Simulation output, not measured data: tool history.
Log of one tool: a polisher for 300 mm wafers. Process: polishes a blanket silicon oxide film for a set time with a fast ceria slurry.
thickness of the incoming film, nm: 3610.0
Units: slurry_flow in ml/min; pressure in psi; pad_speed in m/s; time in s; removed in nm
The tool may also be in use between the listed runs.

run	hour	slurry_flow	pressure	pad_speed	time	removed
1	0.0	290	3.5	0.78	27	405.92
2	5.1	290	4.2	0.78	27	482.37
3	8.6	295	4.5	0.84	27	557.25
4	15.6	295	4.7	0.90	27	623.54
5	20.4	230	4.7	0.90	27	611.54
6	23.4	230	4.7	0.90	27	601.51
7	29.6	245	5.4	1.12	27	867.61
# hour 36.9: worn pad replaced by a new one
8	36.9	250	5.4	1.14	27	995.64
9	45.6	240	5.4	1.14	27	992.76

Forecast run 10:
10	53.1	240	5.3	1.14	27	?

{"run 10": {"removed": 982.55}}
